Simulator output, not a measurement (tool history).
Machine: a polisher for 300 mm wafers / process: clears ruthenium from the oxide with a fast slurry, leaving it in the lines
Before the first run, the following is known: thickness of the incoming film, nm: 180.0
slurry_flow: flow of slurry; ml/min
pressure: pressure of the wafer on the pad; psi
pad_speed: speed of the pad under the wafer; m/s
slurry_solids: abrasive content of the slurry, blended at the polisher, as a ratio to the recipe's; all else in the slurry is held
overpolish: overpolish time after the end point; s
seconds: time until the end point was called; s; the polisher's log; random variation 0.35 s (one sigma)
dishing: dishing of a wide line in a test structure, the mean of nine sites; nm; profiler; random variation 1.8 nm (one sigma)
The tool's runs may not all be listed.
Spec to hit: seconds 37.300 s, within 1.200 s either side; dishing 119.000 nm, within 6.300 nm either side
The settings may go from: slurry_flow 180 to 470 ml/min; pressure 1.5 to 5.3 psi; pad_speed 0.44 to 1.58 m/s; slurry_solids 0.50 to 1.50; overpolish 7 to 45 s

{"run": 1, "hour": 0.0, "slurry_flow": 300, "pressure": 3.4, "pad_speed": 1.0, "slurry_solids": 1.0, "overpolish": 23, "seconds": 34.586, "dishing": 87.796}
{"run": 2, "hour": 0.6, "slurry_flow": 365, "pressure": 3.4, "pad_speed": 1.0, "slurry_solids": 1.0, "overpolish": 23, "seconds": 34.067, "dishing": 89.682}
{"run": 3, "hour": 7.7, "slurry_flow": 365, "pressure": 3.4, "pad_speed": 1.0, "slurry_solids": 1.0, "overpolish": 16, "seconds": 34.153, "dishing": 65.321}
{"run": 4, "hour": 9.5, "slurry_flow": 365, "pressure": 3.4, "pad_speed": 1.0, "slurry_solids": 1.0, "overpolish": 18, "seconds": 33.584, "dishing": 73.691}
{"run": 5, "hour": 14.2, "slurry_flow": 340, "pressure": 3.4, "pad_speed": 1.0, "slurry_solids": 1.0, "overpolish": 18, "seconds": 33.663, "dishing": 71.433}
{"run": 6, "hour": 20.2, "slurry_flow": 340, "pressure": 3.4, "pad_speed": 1.0, "slurry_solids": 1.0, "overpolish": 20, "seconds": 34.431, "dishing": 77.464}
{"run": 7, "hour": 20.7, "slurry_flow": 340, "pressure": 3.4, "pad_speed": 1.0, "slurry_solids": 1.0, "overpolish": 22, "seconds": 33.953, "dishing": 85.833}
{"run": 8, "hour": 21.9, "slurry_flow": 340, "pressure": 3.4, "pad_speed": 1.0, "slurry_solids": 1.0, "overpolish": 23, "seconds": 33.885, "dishing": 88.548}
{"run": 9, "hour": 27.8, "slurry_flow": 340, "pressure": 3.4, "pad_speed": 1.0, "slurry_solids": 1.0, "overpolish": 23, "seconds": 34.096, "dishing": 89.852}
{"run": 10, "hour": 36.8, "slurry_flow": 340, "pressure": 3.4, "pad_speed": 1.0, "slurry_solids": 1.0, "overpolish": 24, "seconds": 33.846, "dishing": 93.469}
{"run": 11, "hour": 41.7, "slurry_flow": 340, "pressure": 3.4, "pad_speed": 1.0, "slurry_solids": 1.0, "overpolish": 25, "seconds": 34.141, "dishing": 93.566}
{"run": 12, "hour": 50.4, "slurry_flow": 340, "pressure": 3.4, "pad_speed": 1.0, "slurry_solids": 1.0, "overpolish": 26, "seconds": 34.183, "dishing": 100.3}
{"run": 13, "hour": 58.9, "slurry_flow": 335, "pressure": 3.1, "pad_speed": 1.0, "slurry_solids": 1.0, "overpolish": 34, "seconds": 37.535, "dishing": 114.05}

Which of these 4 next moves meets every target?
{"run": "A", "hour": 67.4, "slurry_flow": 340, "pressure": 4.0, "pad_speed": 0.84, "slurry_solids": 0.95, "overpolish": 36, "seconds": "?", "dishing": "?"}
{"run": "B", "hour": 67.4, "slurry_flow": 280, "pressure": 3.1, "pad_speed": 1.04, "slurry_solids": 0.95, "overpolish": 36, "seconds": "?", "dishing": "?"}
{"run": "C", "hour": 67.4, "slurry_flow": 255, "pressure": 3.0, "pad_speed": 1.18, "slurry_solids": 0.85, "overpolish": 31, "seconds": "?", "dishing": "?"}
{"run": "D", "hour": 67.4, "slurry_flow": 310, "pressure": 3.3, "pad_speed": 0.88, "slurry_solids": 1.05, "overpolish": 33, "seconds": "?", "dishing": "?"}

move=A seconds=35.677 dishing=122.210
move=B seconds=37.664 dishing=117.490
move=C seconds=36.876 dishing=106.740
move=D seconds=39.205 dishing=106.850
A: the furthest-off result lands on target, but another misses its tolerance
B: every result lands within tolerance
C: the biggest miss grows against the last run
D: the biggest miss grows against the last run
B is the move that brings every result within its allowed miss.
